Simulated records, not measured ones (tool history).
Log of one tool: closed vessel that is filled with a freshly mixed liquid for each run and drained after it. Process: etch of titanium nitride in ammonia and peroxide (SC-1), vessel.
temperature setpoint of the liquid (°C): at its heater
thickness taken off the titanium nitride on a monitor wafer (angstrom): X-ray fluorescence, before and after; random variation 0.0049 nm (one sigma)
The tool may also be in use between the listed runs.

run,hour,temperature setpoint of the liquid (°C),parts of water to one part of 30 % peroxide (parts by volume),parts of 29 % ammonia solution to one part of 30 % peroxide (parts by volume),time in the liquid (s),thickness taken off the titanium nitride on a monitor wafer (angstrom)
1,0.0,49.0,13.0,0.65,30,20.779
2,6.4,47.5,13.0,0.65,30,18.619
3,11.1,46.5,13.0,0.65,30,17.434
4,19.5,46.5,15.5,0.65,30,15.832
5,24.3,45.5,15.5,0.65,30,14.726
6,32.4,45.0,15.5,0.65,30,14.239
7,37.7,45.0,15.5,0.65,30,14.197
8,46.8,44.5,15.5,0.65,30,13.725
9,55.7,44.0,15.5,0.65,30,13.147

The next listed run, before its measurement:
10,64.0,43.5,15.5,0.65,30,?

Run 10 gave thickness taken off the titanium nitride on a monitor wafer (angstrom) 12.797.
